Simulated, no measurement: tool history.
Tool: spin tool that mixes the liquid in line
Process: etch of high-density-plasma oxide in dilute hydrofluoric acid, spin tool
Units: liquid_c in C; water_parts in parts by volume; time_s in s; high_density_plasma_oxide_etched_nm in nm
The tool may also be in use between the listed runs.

run,hour,liquid_c,water_parts,time_s,high_density_plasma_oxide_etched_nm
1,0,22,195,315,7.5561
2,8.8,24.5,195,315,8.4379
3,11.9,22.5,195,315,7.7615
4,18.3,23.5,195,315,8.0677
5,26.7,23.5,195,315,8.0741
6,30.8,26,195,315,8.8657
7,31.6,24,200,315,7.9608

The next listed run, before its measurement:
8,32.2,22.5,200,315,?

Run 8 gave high_density_plasma_oxide_etched_nm 7.4444 nm.
